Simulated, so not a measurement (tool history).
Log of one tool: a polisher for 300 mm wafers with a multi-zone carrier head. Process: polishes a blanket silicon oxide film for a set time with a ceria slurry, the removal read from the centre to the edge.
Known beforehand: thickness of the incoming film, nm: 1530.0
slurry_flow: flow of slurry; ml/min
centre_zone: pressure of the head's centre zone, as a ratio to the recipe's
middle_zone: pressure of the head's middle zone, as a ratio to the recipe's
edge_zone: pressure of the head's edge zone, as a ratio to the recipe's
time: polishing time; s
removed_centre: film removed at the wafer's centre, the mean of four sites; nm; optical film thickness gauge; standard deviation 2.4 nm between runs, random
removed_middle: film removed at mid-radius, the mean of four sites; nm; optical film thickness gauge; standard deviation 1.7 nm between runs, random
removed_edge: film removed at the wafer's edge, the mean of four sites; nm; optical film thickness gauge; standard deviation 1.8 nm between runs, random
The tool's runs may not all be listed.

run 1 day=0.000 | slurry_flow=300 centre_zone=1.00 middle_zone=1.00 edge_zone=1.00 time=45 | removed_centre=264.76 removed_middle=269.57 removed_edge=275.88
run 2 day=0.300 | slurry_flow=295 centre_zone=0.99 middle_zone=0.99 edge_zone=1.02 time=45 | removed_centre=265.74 removed_middle=266.63 removed_edge=281.43
run 3 day=0.612 | slurry_flow=295 centre_zone=0.99 middle_zone=0.99 edge_zone=1.02 time=54 | removed_centre=312.26 removed_middle=321.13 removed_edge=329.59
run 4 day=0.638 | slurry_flow=295 centre_zone=1.07 middle_zone=0.99 edge_zone=1.02 time=54 | removed_centre=342.62 removed_middle=320.55 removed_edge=334.34
-- day=0.875 slurry nozzle cleaned
run 5 day=0.875 | slurry_flow=295 centre_zone=1.07 middle_zone=0.99 edge_zone=0.95 time=54 | removed_centre=360.56 removed_middle=335.40 removed_edge=335.58
run 6 day=1.058 | slurry_flow=290 centre_zone=1.04 middle_zone=0.97 edge_zone=0.97 time=53 | removed_centre=342.27 removed_middle=324.83 removed_edge=330.05
run 7 day=1.271 | slurry_flow=290 centre_zone=1.03 middle_zone=0.97 edge_zone=1.00 time=52 | removed_centre=339.92 removed_middle=317.24 removed_edge=328.19
run 8 day=1.412 | slurry_flow=305 centre_zone=1.02 middle_zone=0.97 edge_zone=1.03 time=51 | removed_centre=326.69 removed_middle=314.13 removed_edge=330.67

What does the tool deliver on the next run?
run 9 day=1.688 | slurry_flow=290 centre_zone=1.01 middle_zone=0.97 edge_zone=1.05 time=51 | removed_centre=? removed_middle=? removed_edge=?

{"run 9": {"removed_centre": 326.56, "removed_middle": 310.65, "removed_edge": 332.46}}

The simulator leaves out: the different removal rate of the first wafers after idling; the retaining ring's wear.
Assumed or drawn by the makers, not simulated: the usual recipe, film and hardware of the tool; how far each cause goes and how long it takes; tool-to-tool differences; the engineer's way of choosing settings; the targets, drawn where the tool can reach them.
